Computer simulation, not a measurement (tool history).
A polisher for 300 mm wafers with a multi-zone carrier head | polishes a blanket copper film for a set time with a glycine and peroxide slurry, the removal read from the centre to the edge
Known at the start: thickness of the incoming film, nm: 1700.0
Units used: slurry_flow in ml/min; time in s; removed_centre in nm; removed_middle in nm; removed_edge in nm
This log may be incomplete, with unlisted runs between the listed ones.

run	hour	slurry_flow	centre_zone	middle_zone	edge_zone	time	removed_centre	removed_middle	removed_edge
1	0.0	245	1.00	1.00	1.00	46	217.24	217.23	217.29
2	2.8	255	1.01	1.04	1.02	46	216.11	229.06	217.67
3	5.6	265	1.02	1.05	1.04	47	225.72	233.30	232.66
4	7.5	265	1.02	1.05	1.10	47	226.09	231.28	237.02
5	15.2	230	1.02	1.05	1.10	47	218.46	229.77	235.93
6	23.5	250	1.03	1.08	1.09	47	225.02	237.03	235.71
7	32.0	265	1.03	1.10	1.08	47	226.75	239.17	233.58
8	37.1	275	1.03	1.12	1.08	48	234.04	254.77	240.11
9	41.8	285	1.03	1.13	1.08	48	231.39	253.72	237.05

Forecast run 10:
10	45.4	290	1.04	1.14	1.08	48	?	?	?

removed_centre: 238.96 nm
removed_middle: 257.46 nm
removed_edge: 238.55 nm
